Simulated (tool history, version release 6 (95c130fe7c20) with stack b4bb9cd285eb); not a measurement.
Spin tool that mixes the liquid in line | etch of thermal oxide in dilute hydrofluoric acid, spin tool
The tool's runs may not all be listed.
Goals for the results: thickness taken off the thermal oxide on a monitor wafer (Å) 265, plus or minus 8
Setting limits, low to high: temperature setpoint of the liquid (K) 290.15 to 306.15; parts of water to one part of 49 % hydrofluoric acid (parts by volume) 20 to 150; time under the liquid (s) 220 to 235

run,hour,temperature setpoint of the liquid (K),parts of water to one part of 49 % hydrofluoric acid (parts by volume),time under the liquid (s),thickness taken off the thermal oxide on a monitor wafer (Å)
1,0,298.15,85,220,120.74
2,7.5,299.65,80,220,140.04
3,15.1,300.65,75,220,153.87
4,24.1,300.65,75,220,153.79
5,27.9,300.65,90,220,124.8
6,33.7,301.65,80,220,147.22
7,38.3,302.15,75,220,162.26
8,41.6,302.65,70,220,180.51

Which one of the following 5 next-run settings gets every result inside its allowed miss? There is exactly one.
A,44.9,306.15,55,235,?
B,44.9,304.15,55,235,?
C,44.9,301.65,55,220,?
D,44.9,302.65,65,220,?
E,44.9,303.15,55,220,?

move,thickness taken off the thermal oxide on a monitor wafer (Å)
A,286.88
B,265.66
C,225.53
D,195.55
E,239.22
A: takes the result that was furthest off past its target
B: meets every target
C: closer than the last run, but not yet in spec
D: closer than the last run, but not yet in spec
E: closer than the last run, but not yet in spec
So the answer is move B, the one that meets all the targets.
